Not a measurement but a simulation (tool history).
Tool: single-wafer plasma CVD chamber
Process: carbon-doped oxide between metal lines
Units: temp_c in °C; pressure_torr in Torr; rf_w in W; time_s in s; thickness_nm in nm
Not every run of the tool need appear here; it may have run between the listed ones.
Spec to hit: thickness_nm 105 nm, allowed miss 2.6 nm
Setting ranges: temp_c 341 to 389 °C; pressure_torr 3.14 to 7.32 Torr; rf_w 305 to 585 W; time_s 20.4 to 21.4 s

| run | hour | temp_c | pressure_torr | rf_w | time_s | thickness_nm |
|---|---|---|---|---|---|---|
| 1 | 0 | 365 | 5.23 | 445 | 21.4 | 93.343 |
| 2 | 0.6 | 364 | 5.38 | 455 | 21.4 | 96.511 |
| 3 | 1.2 | 363 | 5.55 | 460 | 21.4 | 97.777 |
| 4 | 4.8 | 362 | 5.69 | 465 | 21.4 | 98.314 |
| 5 | 10.1 | 362 | 6.07 | 465 | 21.4 | 99.355 |
| 6 | 13 | 361 | 6.13 | 470 | 21.4 | 101.25 |
| 7 | 20.4 | 360 | 6.2 | 470 | 21.4 | 101.32 |
| 8 | 24.2 | 360 | 6.26 | 475 | 21.4 | 102.52 |

Consider the 5 candidate settings below. Which is the only one whose results all fall within their allowed miss of target?
| A | 28 | 363 | 6.84 | 515 | 20.9 | ? |
| B | 28 | 354 | 5.65 | 445 | 21.4 | ? |
| C | 28 | 362 | 6.27 | 530 | 21.4 | ? |
| D | 28 | 349 | 6.24 | 435 | 21.4 | ? |
| E | 28 | 361 | 6.36 | 480 | 20.6 | ? |

| move | thickness_nm |
|---|---|
| A | 105.28 |
| B | 98.488 |
| C | 109.31 |
| D | 99.262 |
| E | 99.016 |
A: in spec on every target
B: misses by more than the last run did
C: the result that was furthest off in the last run now lies on the other side of its target
D: misses by more than the last run did
E: misses by more than the last run did
A is the move that brings every result within its allowed miss.
